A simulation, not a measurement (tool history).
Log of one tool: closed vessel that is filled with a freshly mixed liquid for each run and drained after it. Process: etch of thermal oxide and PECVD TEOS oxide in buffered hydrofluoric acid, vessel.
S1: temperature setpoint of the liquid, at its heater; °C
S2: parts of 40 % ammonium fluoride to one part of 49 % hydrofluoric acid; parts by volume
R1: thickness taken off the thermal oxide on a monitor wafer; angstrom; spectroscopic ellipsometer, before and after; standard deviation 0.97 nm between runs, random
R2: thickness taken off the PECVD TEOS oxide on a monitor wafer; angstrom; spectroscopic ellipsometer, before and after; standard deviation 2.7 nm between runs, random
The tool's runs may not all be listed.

run 1 hour=0.0 | S1=23.0 S2=14.0 time_in_the_liquid_(s)=60 | R1=453.39 R2=1434.60
run 2 hour=8.7 | S1=23.0 S2=14.0 time_in_the_liquid_(s)=35 | R1=258.06 R2=831.74
run 3 hour=10.1 | S1=23.0 S2=15.5 time_in_the_liquid_(s)=35 | R1=241.38 R2=756.68
run 4 hour=10.8 | S1=25.0 S2=13.5 time_in_the_liquid_(s)=40 | R1=352.16 R2=1090.20
run 5 hour=12.4 | S1=25.0 S2=15.0 time_in_the_liquid_(s)=40 | R1=311.41 R2=987.11
run 6 hour=14.6 | S1=26.5 S2=12.5 time_in_the_liquid_(s)=45 | R1=458.67 R2=1465.40
run 7 hour=17.2 | S1=27.5 S2=11.0 time_in_the_liquid_(s)=45 | R1=540.98 R2=1743.80
run 8 hour=20.7 | S1=27.5 S2=11.0 time_in_the_liquid_(s)=45 | R1=547.75 R2=1753.50
run 9 hour=24.6 | S1=28.5 S2=9.5 time_in_the_liquid_(s)=45 | R1=670.62 R2=2126.20
-- hour=28.8 hydrofluoric acid flow meter replaced
run 10 hour=28.8 | S1=29.0 S2=8.5 time_in_the_liquid_(s)=45 | R1=823.18 R2=2579.70
run 11 hour=37.8 | S1=31.0 S2=6.5 time_in_the_liquid_(s)=45 | R1=1196.90 R2=3832.60

Expected results for the next run?
run 12 hour=39.6 | S1=30.5 S2=6.5 time_in_the_liquid_(s)=45 | R1=? R2=?

{"run 12": {"R1": 1176.6, "R2": 3717.1}}

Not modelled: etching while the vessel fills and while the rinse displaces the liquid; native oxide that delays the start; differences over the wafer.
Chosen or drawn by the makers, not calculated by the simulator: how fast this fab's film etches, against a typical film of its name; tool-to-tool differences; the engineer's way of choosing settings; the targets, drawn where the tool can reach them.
